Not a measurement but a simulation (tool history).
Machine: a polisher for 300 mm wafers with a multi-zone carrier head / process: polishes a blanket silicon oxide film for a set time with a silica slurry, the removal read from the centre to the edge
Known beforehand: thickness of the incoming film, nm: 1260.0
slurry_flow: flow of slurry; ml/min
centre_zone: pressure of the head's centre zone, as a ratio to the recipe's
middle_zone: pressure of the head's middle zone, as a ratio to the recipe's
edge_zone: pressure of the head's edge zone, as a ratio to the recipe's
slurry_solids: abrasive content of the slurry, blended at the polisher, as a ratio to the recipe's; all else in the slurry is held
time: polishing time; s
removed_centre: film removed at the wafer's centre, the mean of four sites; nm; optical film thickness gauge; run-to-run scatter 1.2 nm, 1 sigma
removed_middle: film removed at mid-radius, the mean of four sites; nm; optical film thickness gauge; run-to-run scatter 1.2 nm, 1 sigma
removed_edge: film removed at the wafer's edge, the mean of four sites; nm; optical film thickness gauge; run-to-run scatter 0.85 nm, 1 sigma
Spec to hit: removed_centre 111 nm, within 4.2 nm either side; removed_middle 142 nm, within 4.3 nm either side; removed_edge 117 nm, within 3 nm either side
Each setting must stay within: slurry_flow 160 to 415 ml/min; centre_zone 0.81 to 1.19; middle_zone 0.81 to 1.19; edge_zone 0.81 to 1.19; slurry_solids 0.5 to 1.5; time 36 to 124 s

run	hour	slurry_flow	centre_zone	middle_zone	edge_zone	slurry_solids	time	removed_centre	removed_middle	removed_edge
1	0	265	1	1	1	1	79	225.59	229.09	219.67
2	6.3	265	1	1	1	1	62	181.65	178	173.79
3	14.9	260	0.97	1.02	0.97	0.9	61	159.06	168.18	160.45
4	23.2	260	1.03	1.02	0.97	0.9	61	172.33	168.81	157.9
5	29	255	1.01	1.04	0.94	0.85	61	162.14	163.93	153.37
6	37.3	255	1.01	1.1	0.94	0.85	61	160.92	171.5	152.77
# hour 42: slurry nozzle cleaned
7	42	255	0.99	1.12	0.92	0.8	60	154.54	173.47	146.47
8	45.3	250	0.97	1.12	0.91	0.75	59	148.41	164.58	139.64
9	49.2	245	0.94	1.13	0.91	0.7	58	133.34	157.73	132.27
10	54.4	240	0.92	1.13	0.9	0.7	58	128.3	152.95	129.16
11	60	230	0.91	1.13	0.89	0.7	58	128.69	156.38	128.6
12	67.6	225	0.89	1.12	0.88	0.7	58	124.24	153.58	128.73
13	73.3	220	0.88	1.12	0.87	0.7	58	125.17	154.44	127.63
14	82.1	215	0.87	1.12	0.86	0.7	58	120.8	152.26	126.18
15	90.1	210	0.87	1.12	0.85	0.7	58	122.43	152.29	126.24
16	92.1	210	0.86	1.12	0.85	0.7	58	120.82	154.48	126.27

Exercise: of the 5 proposed moves below, exactly one satisfies all targets within the stated allowed misses. Which move is it?
A	94.1	275	0.84	1.09	0.83	0.8	49	?	?	?
B	94.1	230	0.97	0.95	0.97	0.65	62	?	?	?
C	94.1	280	0.96	1.13	0.81	0.5	65	?	?	?
D	94.1	230	0.86	1.19	0.88	0.75	51	?	?	?
E	94.1	215	0.92	1.07	0.88	0.65	63	?	?	?

move	removed_centre	removed_middle	removed_edge
A	109.29	142.29	116.23
B	137.94	139.07	137.15
C	122.22	143.78	112.74
D	110.17	151.32	117.72
E	132.15	155.24	132.81
A: every result within its allowed miss
B: lands further from the targets than the last run did
C: the result that was furthest off in the last run now lies on the other side of its target
D: meets the target for the result that was furthest off, but another lies outside its allowed miss
E: lands further from the targets than the last run did
A meets every target.

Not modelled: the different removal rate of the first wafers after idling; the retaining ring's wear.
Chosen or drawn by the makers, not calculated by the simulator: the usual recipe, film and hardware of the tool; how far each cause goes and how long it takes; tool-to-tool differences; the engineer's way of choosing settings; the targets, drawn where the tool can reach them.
